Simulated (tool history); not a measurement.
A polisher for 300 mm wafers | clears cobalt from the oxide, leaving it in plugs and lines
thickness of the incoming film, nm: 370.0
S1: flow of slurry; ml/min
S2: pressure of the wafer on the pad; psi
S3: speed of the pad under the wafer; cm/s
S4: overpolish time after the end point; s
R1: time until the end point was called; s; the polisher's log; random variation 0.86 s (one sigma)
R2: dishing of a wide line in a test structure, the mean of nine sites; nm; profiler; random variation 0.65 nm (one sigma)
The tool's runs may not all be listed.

Run 1, hour 0.0: S1 150 ml/min, S2 2.3 psi, S3 102 cm/s, S4 15 s. Result: R1 48.752 s, R2 52.036 nm.
Run 2, hour 2.9: S1 150 ml/min, S2 2.1 psi, S3 102 cm/s, S4 16 s. Result: R1 52.855 s, R2 51.419 nm.
Run 3, hour 11.4: S1 150 ml/min, S2 2.1 psi, S3 102 cm/s, S4 13 s. Result: R1 54.208 s, R2 47.462 nm.
Run 4, hour 18.4: S1 130 ml/min, S2 2.1 psi, S3 102 cm/s, S4 13 s. Result: R1 53.957 s, R2 46.488 nm.
At hour 27.0: head pressure recalibrated.
Run 5, hour 27.0: S1 130 ml/min, S2 2.1 psi, S3 80 cm/s, S4 13 s. Result: R1 72.110 s, R2 39.984 nm.
Run 6, hour 34.1: S1 130 ml/min, S2 1.7 psi, S3 80 cm/s, S4 13 s. Result: R1 87.948 s, R2 34.924 nm.
Run 7, hour 35.3: S1 130 ml/min, S2 1.8 psi, S3 80 cm/s, S4 15 s. Result: R1 83.163 s, R2 39.771 nm.
Run 8, hour 36.3: S1 130 ml/min, S2 1.9 psi, S3 80 cm/s, S4 16 s. Result: R1 80.240 s, R2 41.829 nm.

Run 9 comes next. What will it give?
Run 9, hour 38.1: S1 135 ml/min, S2 2.0 psi, S3 80 cm/s, S4 17 s. Result: R1 ?, R2 ?.

R1: 75.466 s
R2: 45.212 nm

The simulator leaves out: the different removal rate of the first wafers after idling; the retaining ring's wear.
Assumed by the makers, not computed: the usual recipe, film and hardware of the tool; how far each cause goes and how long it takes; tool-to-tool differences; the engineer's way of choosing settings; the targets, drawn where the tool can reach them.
